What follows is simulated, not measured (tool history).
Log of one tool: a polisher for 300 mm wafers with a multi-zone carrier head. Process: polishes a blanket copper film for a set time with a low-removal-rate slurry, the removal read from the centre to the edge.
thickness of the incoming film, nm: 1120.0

run,hour,flow of slurry (ml/min),pressure of the head's centre zone,pressure of the head's middle zone,pressure of the head's edge zone,abrasive content of the slurry,polishing time (s),film removed at the wafer's centre (Å),film removed at mid-radius (Å),film removed at the wafer's edge (Å)
1,0,320,1,1,1,1,56,1959.2,1930.1,1910
2,2.5,320,0.98,0.99,0.98,0.95,56,1810.5,1887.4,1939.7
3,7,320,0.98,0.99,0.92,0.95,56,1884.5,1858.3,1867.5
4,16,320,0.98,0.99,0.85,0.95,56,1875.4,1897.4,1805.6
5,23.2,320,0.97,0.99,0.85,0.9,55,1824.7,1827.9,1760.9
6,27.5,320,0.96,0.99,0.85,0.85,54,1726.2,1779.1,1774.1
7,35.5,320,0.96,1,0.85,0.85,53,1681.9,1779.4,1684.4
8,42.6,320,0.96,1,0.85,0.8,53,1670.9,1741.5,1681.9

Run 9 comes next. What will it give?
9,44,320,0.96,1,0.85,0.75,53,?,?,?

Run 9 gave film removed at the wafer's centre (Å) 1639.8, film removed at mid-radius (Å) 1726.2, film removed at the wafer's edge (Å) 1635.5.

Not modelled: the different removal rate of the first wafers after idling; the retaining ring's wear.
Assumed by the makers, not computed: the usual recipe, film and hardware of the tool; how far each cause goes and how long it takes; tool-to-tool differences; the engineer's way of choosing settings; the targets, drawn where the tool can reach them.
